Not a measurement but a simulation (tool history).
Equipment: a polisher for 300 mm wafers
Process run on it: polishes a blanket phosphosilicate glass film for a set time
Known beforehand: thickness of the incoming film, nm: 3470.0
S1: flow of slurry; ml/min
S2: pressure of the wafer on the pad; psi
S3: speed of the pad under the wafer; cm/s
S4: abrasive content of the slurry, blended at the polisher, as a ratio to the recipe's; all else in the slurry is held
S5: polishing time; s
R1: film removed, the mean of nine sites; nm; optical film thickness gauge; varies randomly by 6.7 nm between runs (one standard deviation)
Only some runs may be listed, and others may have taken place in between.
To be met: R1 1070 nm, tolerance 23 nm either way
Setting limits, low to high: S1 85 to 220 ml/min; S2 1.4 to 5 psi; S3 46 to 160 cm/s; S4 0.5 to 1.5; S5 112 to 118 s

run,hour,S1,S2,S3,S4,S5,R1
1,0,140,3.2,102,1,112,838.38
2,8.7,160,3.2,102,1,112,845.85
3,11.3,135,3.2,102,1,112,817.91
4,12.2,135,3.2,102,0.85,112,764.27
5,18.2,135,3.2,112,0.85,112,808.8
6,22.1,150,3.4,112,0.85,112,854.59
7,23.9,150,3.7,112,0.85,112,909.05
8,25.5,190,4.2,112,0.85,112,1017.8
9,26.3,190,4.2,112,0.85,112,1027.6

Exercise: of the 5 proposed moves below, exactly one satisfies all targets within the stated allowed misses. Which move is it?
A,27.1,220,4.7,86,0.95,112,?
B,27.1,175,4.4,110,0.8,112,?
C,27.1,190,4.4,104,0.8,116,?
D,27.1,210,2.9,112,1.1,116,?
E,27.1,205,4.2,118,0.8,115,?

move,R1
A,1007.6
B,1007.6
C,1017.3
D,970.49
E,1076.6
A: misses by more than the last run did
B: misses by more than the last run did
C: misses by more than the last run did
D: misses by more than the last run did
E: every result within its allowed miss
Answer: E
